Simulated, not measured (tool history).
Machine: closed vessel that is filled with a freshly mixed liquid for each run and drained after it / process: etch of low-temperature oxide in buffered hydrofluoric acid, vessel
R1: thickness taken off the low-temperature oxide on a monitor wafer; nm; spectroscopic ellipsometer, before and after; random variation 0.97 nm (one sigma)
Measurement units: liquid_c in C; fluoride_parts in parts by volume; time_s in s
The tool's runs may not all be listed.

run 1 day=0 | liquid_c=20 fluoride_parts=13.5 time_s=35 | R1=75.37
run 2 day=0.158 | liquid_c=21.5 fluoride_parts=13.5 time_s=35 | R1=82.761
run 3 day=0.521 | liquid_c=21.5 fluoride_parts=13.5 time_s=35 | R1=83.109
run 4 day=0.846 | liquid_c=22.5 fluoride_parts=13.5 time_s=35 | R1=86.65
run 5 day=1.033 | liquid_c=23 fluoride_parts=13.5 time_s=35 | R1=88.963
run 6 day=1.117 | liquid_c=23 fluoride_parts=13.5 time_s=30 | R1=78.46

Run 7 comes next. What will it give?
run 7 day=1.475 | liquid_c=24 fluoride_parts=13.5 time_s=30 | R1=?

Run 7 came out at R1 81.615 nm.
